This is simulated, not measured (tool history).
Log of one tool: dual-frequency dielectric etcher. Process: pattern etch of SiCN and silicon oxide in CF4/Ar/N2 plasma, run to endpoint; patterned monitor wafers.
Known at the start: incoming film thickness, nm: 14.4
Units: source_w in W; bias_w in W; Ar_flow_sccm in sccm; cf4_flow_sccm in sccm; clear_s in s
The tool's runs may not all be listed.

run,day,source_w,bias_w,Ar_flow_sccm,cf4_flow_sccm,clear_s
1,0,430,71,82,66,15.58
2,0.346,390,68,83,65,18.002
3,0.375,390,80,83,65,16.853
4,0.479,360,79,83,65,18.544
5,0.621,340,79,83,65,19.806
6,0.888,340,91,83,65,18.87
7,1.1,320,90,83,65,20.325

The next listed run, before its measurement:
8,1.358,320,90,83,65,?

Run 8 gave clear_s 20.296 s.
